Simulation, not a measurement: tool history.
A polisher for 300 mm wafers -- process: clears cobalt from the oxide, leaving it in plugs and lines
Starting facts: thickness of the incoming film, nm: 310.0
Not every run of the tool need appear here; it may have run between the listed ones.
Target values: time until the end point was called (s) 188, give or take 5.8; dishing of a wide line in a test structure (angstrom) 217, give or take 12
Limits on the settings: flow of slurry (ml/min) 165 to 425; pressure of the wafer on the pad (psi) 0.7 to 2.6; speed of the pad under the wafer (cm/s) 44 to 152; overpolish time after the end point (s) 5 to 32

| run | hour | flow of slurry (ml/min) | pressure of the wafer on the pad (psi) | speed of the pad under the wafer (cm/s) | overpolish time after the end point (s) | time until the end point was called (s) | dishing of a wide line in a test structure (angstrom) |
|---|---|---|---|---|---|---|---|
| 1 | 0 | 275 | 1.6 | 98 | 16 | 84.503 | 471.65 |
| 2 | 6.6 | 275 | 1.3 | 90 | 14 | 110.05 | 363.18 |
| 3 | 11.7 | 275 | 1 | 90 | 14 | 135.5 | 299.5 |
| 4 | 20.2 | 275 | 1 | 90 | 21 | 131.5 | 424.66 |
| 5 | 24.7 | 275 | 0.9 | 84 | 18 | 154.16 | 328.16 |
| 6 | 30.8 | 275 | 0.8 | 82 | 16 | 170.4 | 271.5 |
|  | 34.8 | slurry nozzle cleaned |
| 7 | 34.8 | 275 | 0.8 | 82 | 15 | 161.97 | 273.54 |
| 8 | 38.4 | 275 | 0.8 | 78 | 14 | 169.5 | 246.42 |
| 9 | 42.5 | 275 | 0.8 | 76 | 14 | 174.89 | 246.96 |

Exactly one of the 5 candidate moves below puts every result within its allowed miss. Which one?
| A | 46.6 | 220 | 0.8 | 68 | 15 | ? | ? |
| B | 46.6 | 320 | 0.9 | 64 | 13 | ? | ? |
| C | 46.6 | 270 | 1.2 | 52 | 16 | ? | ? |
| D | 46.6 | 285 | 0.8 | 66 | 14 | ? | ? |
| E | 46.6 | 290 | 0.8 | 70 | 16 | ? | ? |

| move | time until the end point was called (s) | dishing of a wide line in a test structure (angstrom) |
|---|---|---|
| A | 201.35 | 228.67 |
| B | 188.99 | 213.32 |
| C | 187.96 | 256.19 |
| D | 201.74 | 215.05 |
| E | 190.39 | 253.46 |
A: corrects the largest miss of the last run, while another result sits out of spec
B: all results in spec
C: further off than the last run
D: corrects the largest miss of the last run, while another result sits out of spec
E: further off than the last run
Go with B: it meets all targets.
